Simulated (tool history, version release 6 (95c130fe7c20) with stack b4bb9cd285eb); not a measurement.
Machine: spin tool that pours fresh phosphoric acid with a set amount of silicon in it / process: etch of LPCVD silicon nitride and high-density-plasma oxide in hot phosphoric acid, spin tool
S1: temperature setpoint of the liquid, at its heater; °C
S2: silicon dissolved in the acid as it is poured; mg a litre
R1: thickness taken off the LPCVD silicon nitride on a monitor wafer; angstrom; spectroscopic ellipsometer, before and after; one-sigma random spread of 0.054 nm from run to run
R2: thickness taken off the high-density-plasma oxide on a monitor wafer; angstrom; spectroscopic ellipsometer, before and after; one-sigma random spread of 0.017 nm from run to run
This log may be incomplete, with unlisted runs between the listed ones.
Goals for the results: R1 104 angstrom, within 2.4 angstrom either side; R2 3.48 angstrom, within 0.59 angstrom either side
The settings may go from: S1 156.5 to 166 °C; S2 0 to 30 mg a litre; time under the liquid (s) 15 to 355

{"run": 1, "hour": 0.0, "S1": 161, "S2": 13, "time under the liquid (s)": 180, "R1": 169.67, "R2": 5.9189}
{"run": 2, "hour": 3.3, "S1": 160, "S2": 12, "time under the liquid (s)": 165, "R1": 149.18, "R2": 5.3549}
{"run": 3, "hour": 5.5, "S1": 160, "S2": 12, "time under the liquid (s)": 240, "R1": 217.69, "R2": 8.2671}
{"run": 4, "hour": 9.3, "S1": 160, "S2": 5, "time under the liquid (s)": 240, "R1": 217.87, "R2": 9.4348}
{"run": 5, "hour": 15.7, "S1": 158, "S2": 5, "time under the liquid (s)": 240, "R1": 201.93, "R2": 7.7645}
{"run": 6, "hour": 19.9, "S1": 156.5, "S2": 5, "time under the liquid (s)": 240, "R1": 192.64, "R2": 6.6047}
{"run": 7, "hour": 21.4, "S1": 156.5, "S2": 4.5, "time under the liquid (s)": 210, "R1": 167.83, "R2": 5.9086}
{"run": 8, "hour": 29.7, "S1": 156.5, "S2": 5, "time under the liquid (s)": 185, "R1": 150.04, "R2": 5.7193}
{"run": 9, "hour": 34.6, "S1": 156.5, "S2": 5, "time under the liquid (s)": 185, "R1": 148.97, "R2": 5.4276}
{"run": 10, "hour": 36.3, "S1": 156.5, "S2": 6, "time under the liquid (s)": 165, "R1": 131.93, "R2": 5.1141}
{"run": 11, "hour": 42.5, "S1": 156.5, "S2": 8, "time under the liquid (s)": 155, "R1": 124.16, "R2": 4.1531}
{"run": 12, "hour": 46.3, "S1": 156.5, "S2": 8.5, "time under the liquid (s)": 145, "R1": 115.34, "R2": 4.0926}
{"run": 13, "hour": 47.5, "S1": 156.5, "S2": 9.5, "time under the liquid (s)": 140, "R1": 113.51, "R2": 3.6581}
{"run": 14, "hour": 54.0, "S1": 156.5, "S2": 9.5, "time under the liquid (s)": 135, "R1": 108.75, "R2": 3.774}
{"run": 15, "hour": 62.3, "S1": 156.5, "S2": 10, "time under the liquid (s)": 135, "R1": 107.64, "R2": 3.706}
{"run": 16, "hour": 69.5, "S1": 156.5, "S2": 10.5, "time under the liquid (s)": 135, "R1": 109, "R2": 3.4088}
{"run": 17, "hour": 78.2, "S1": 156.5, "S2": 10.5, "time under the liquid (s)": 135, "R1": 108.25, "R2": 3.4373}
{"run": 18, "hour": 79.2, "S1": 156.5, "S2": 8, "time under the liquid (s)": 125, "R1": 99.763, "R2": 3.4127}
{"run": 19, "hour": 84.1, "S1": 156.5, "S2": 8.5, "time under the liquid (s)": 125, "R1": 99.762, "R2": 3.3735}

Consider the 4 candidate settings below. Which is the only one whose results all fall within their allowed miss of target?
{"run": "A", "hour": 89.0, "S1": 157.5, "S2": 11, "time under the liquid (s)": 125, "R1": "?", "R2": "?"}
{"run": "B", "hour": 89.0, "S1": 157.5, "S2": 4.5, "time under the liquid (s)": 120, "R1": "?", "R2": "?"}
{"run": "C", "hour": 89.0, "S1": 157, "S2": 13.5, "time under the liquid (s)": 120, "R1": "?", "R2": "?"}
{"run": "D", "hour": 89.0, "S1": 157.5, "S2": 5, "time under the liquid (s)": 115, "R1": "?", "R2": "?"}

move=A R1=104.23 R2=3.5455
move=B R1=100.06 R2=3.9065
move=C R1=98.371 R2=3.0921
move=D R1=95.889 R2=3.7067
A: all results in spec
B: gains on the last run, yet a result remains outside its allowed miss
C: its largest miss is bigger than the last run's
D: its largest miss is bigger than the last run's
The move that meets every target is A.
